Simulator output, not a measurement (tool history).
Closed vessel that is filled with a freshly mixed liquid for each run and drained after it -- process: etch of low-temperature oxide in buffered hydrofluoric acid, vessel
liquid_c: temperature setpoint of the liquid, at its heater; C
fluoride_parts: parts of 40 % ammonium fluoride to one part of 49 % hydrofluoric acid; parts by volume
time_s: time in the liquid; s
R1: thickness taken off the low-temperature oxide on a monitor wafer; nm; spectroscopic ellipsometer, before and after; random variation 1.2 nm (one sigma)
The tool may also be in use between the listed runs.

{"run": 1, "hour": 0.0, "liquid_c": 22, "fluoride_parts": 18, "time_s": 30, "R1": 104.55}
{"run": 2, "hour": 8.3, "liquid_c": 24.5, "fluoride_parts": 18, "time_s": 30, "R1": 119.64}
{"run": 3, "hour": 13.7, "liquid_c": 25.5, "fluoride_parts": 16, "time_s": 30, "R1": 141.19}
{"run": 4, "hour": 21.9, "liquid_c": 25.5, "fluoride_parts": 16, "time_s": 30, "R1": 142.15}
{"run": 5, "hour": 29.6, "liquid_c": 25.5, "fluoride_parts": 16, "time_s": 30, "R1": 140.82}
{"run": 6, "hour": 34.9, "liquid_c": 26.5, "fluoride_parts": 14.5, "time_s": 30, "R1": 164.54}
{"run": 7, "hour": 42.4, "liquid_c": 30, "fluoride_parts": 9, "time_s": 30, "R1": 315.81}
{"run": 8, "hour": 47.3, "liquid_c": 29.5, "fluoride_parts": 9, "time_s": 30, "R1": 309.65}

The next listed run, before its measurement:
{"run": 9, "hour": 49.4, "liquid_c": 29, "fluoride_parts": 9, "time_s": 30, "R1": "?"}

R1: 300.23 nm
